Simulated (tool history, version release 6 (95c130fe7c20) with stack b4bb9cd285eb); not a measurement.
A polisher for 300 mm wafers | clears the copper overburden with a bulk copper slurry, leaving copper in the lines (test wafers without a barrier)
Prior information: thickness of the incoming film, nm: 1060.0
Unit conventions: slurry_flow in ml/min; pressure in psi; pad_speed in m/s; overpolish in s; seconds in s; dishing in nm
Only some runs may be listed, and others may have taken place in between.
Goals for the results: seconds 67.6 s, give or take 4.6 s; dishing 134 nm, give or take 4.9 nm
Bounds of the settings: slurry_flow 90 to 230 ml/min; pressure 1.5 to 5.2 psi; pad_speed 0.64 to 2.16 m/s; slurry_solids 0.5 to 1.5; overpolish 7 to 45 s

| run | day | slurry_flow | pressure | pad_speed | slurry_solids | overpolish | seconds | dishing |
|---|---|---|---|---|---|---|---|---|
| 1 | 0 | 150 | 3.3 | 1.4 | 1 | 23 | 72.182 | 150.65 |
| 2 | 0.233 | 150 | 3.9 | 1.4 | 1 | 23 | 63.399 | 168.33 |
| 3 | 0.429 | 150 | 3.7 | 1.42 | 1 | 21 | 65.065 | 158.34 |
| 4 | 0.725 | 150 | 3.6 | 1.44 | 1 | 19 | 66.261 | 147.62 |
| 5 | 0.921 | 150 | 3.6 | 1.44 | 1 | 9 | 66.204 | 94.196 |
| 6 | 1.158 | 145 | 3.7 | 1.4 | 1 | 11 | 65.902 | 106.36 |
| 7 | 1.192 | 145 | 3.8 | 1.36 | 1 | 13 | 66.534 | 121.35 |
| 8 | 1.425 | 145 | 3.8 | 1.36 | 1 | 13 | 68.176 | 121.14 |
| 9 | 1.467 | 145 | 4 | 1.3 | 1 | 19 | 67.299 | 151.55 |
| 10 | 1.833 | 145 | 3.9 | 1.32 | 1 | 18 | 66.82 | 143.7 |
| 11 | 2.029 | 145 | 3.9 | 1.32 | 1 | 18 | 66.284 | 146.49 |
| 12 | 2.283 | 145 | 3.8 | 1.34 | 1 | 18 | 68.874 | 141.93 |
| 13 | 2.592 | 150 | 3.8 | 1.36 | 1 | 18 | 65.576 | 145.7 |
| 14 | 2.629 | 145 | 3.8 | 1.38 | 1 | 18 | 65.273 | 145.72 |
| 15 | 2.7 | 150 | 3.8 | 1.38 | 1 | 18 | 65.11 | 149.39 |
|  | 2.896 | head pressure recalibrated |
| 16 | 2.896 | 145 | 3.8 | 1.38 | 1 | 18 | 61.947 | 150.08 |
| 17 | 3.046 | 150 | 3.8 | 1.38 | 1 | 18 | 60.656 | 150.51 |

Exercise: of the 4 proposed moves below, exactly one satisfies all targets within the stated allowed misses. Which move is it?
| A | 3.196 | 160 | 3.5 | 1.6 | 1.05 | 15 | ? | ? |
| B | 3.196 | 185 | 3.3 | 1.42 | 0.9 | 16 | ? | ? |
| C | 3.196 | 170 | 3.9 | 1.38 | 1.1 | 13 | ? | ? |
| D | 3.196 | 150 | 3.3 | 1.46 | 1 | 26 | ? | ? |

| move | seconds | dishing |
|---|---|---|
| A | 55.304 | 142.19 |
| B | 64.783 | 134.12 |
| C | 56.686 | 131.66 |
| D | 64.244 | 167.21 |
A: moves toward the targets from the last run without getting all of them in spec
B: each result inside its tolerance
C: the worst result of the last run now meets its target, but another is out of spec
D: the biggest miss grows against the last run
The right move is B.
